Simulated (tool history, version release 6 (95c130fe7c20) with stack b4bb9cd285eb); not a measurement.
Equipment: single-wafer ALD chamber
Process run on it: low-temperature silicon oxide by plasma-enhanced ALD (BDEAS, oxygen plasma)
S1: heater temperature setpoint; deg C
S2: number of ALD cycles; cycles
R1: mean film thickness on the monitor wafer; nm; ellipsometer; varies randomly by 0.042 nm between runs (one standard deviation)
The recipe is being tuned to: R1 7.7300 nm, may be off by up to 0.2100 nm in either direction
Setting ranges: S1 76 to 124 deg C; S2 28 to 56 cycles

run    day   S1  S2      R1
  1  0.000  100  42  6.2757
  2  0.258   91  42  6.5064
  3  0.579   96  42  6.3587
  4  0.617   94  44  6.7859
  5  0.683   92  45  6.9708
  6  0.867   92  40  6.2381
  7  1.121   86  47  7.3496
  8  1.388   85  47  7.4454

Of the 4 settings listed for the next run, only one would bring every result within its allowed miss of target. Which one?
  A  1.654  91  46   ?
  B  1.654  81  48   ?
  C  1.654  94  47   ?
  D  1.654  90  46   ?

move      R1
   A  7.1058
   B  7.7090
   C  7.1738
   D  7.1340
A: further off than the last run
B: all results in spec
C: further off than the last run
D: further off than the last run
The right move is B.
